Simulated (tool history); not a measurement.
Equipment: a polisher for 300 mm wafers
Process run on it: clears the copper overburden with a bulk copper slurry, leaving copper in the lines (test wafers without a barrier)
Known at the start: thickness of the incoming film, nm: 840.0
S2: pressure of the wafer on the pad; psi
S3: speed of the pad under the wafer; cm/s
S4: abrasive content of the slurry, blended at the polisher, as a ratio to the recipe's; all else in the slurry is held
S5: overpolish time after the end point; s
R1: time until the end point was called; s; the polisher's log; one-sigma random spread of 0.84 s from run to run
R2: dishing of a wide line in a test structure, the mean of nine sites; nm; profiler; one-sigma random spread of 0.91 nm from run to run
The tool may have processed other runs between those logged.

{"run": 1, "day": 0.0, "flow of slurry (ml/min)": 245, "S2": 1.8, "S3": 130, "S4": 1, "S5": 14, "R1": 91.834, "R2": 60.663}
{"run": 2, "day": 0.058, "flow of slurry (ml/min)": 245, "S2": 1.8, "S3": 144, "S4": 1, "S5": 14, "R1": 88.733, "R2": 65.161}
{"run": 3, "day": 0.338, "flow of slurry (ml/min)": 245, "S2": 1.8, "S3": 144, "S4": 1, "S5": 17, "R1": 87.161, "R2": 70.924}
{"run": 4, "day": 0.575, "flow of slurry (ml/min)": 245, "S2": 1.8, "S3": 170, "S4": 1, "S5": 17, "R1": 77.637, "R2": 73.35}
{"run": 5, "day": 0.871, "flow of slurry (ml/min)": 245, "S2": 1.8, "S3": 158, "S4": 1, "S5": 17, "R1": 82.143, "R2": 73.656}
{"run": 6, "day": 0.983, "flow of slurry (ml/min)": 245, "S2": 1.8, "S3": 158, "S4": 1, "S5": 15, "R1": 81.652, "R2": 66.355}
{"run": 7, "day": 1.167, "flow of slurry (ml/min)": 245, "S2": 1.8, "S3": 158, "S4": 1, "S5": 14, "R1": 80.916, "R2": 68.284}
{"run": 8, "day": 1.429, "flow of slurry (ml/min)": 245, "S2": 1.8, "S3": 158, "S4": 1, "S5": 13, "R1": 82.5, "R2": 64.373}
{"run": 9, "day": 1.554, "flow of slurry (ml/min)": 245, "S2": 1.8, "S3": 158, "S4": 1, "S5": 12, "R1": 82.059, "R2": 61.801}
{"run": 10, "day": 1.679, "flow of slurry (ml/min)": 245, "S2": 1.8, "S3": 158, "S4": 1, "S5": 11, "R1": 81.901, "R2": 58.871}

What does the tool deliver on the next run?
{"run": 11, "day": 1.95, "flow of slurry (ml/min)": 250, "S2": 2, "S3": 160, "S4": 1, "S5": 8, "R1": "?", "R2": "?"}

R1: 72.653 s
R2: 50.675 nm
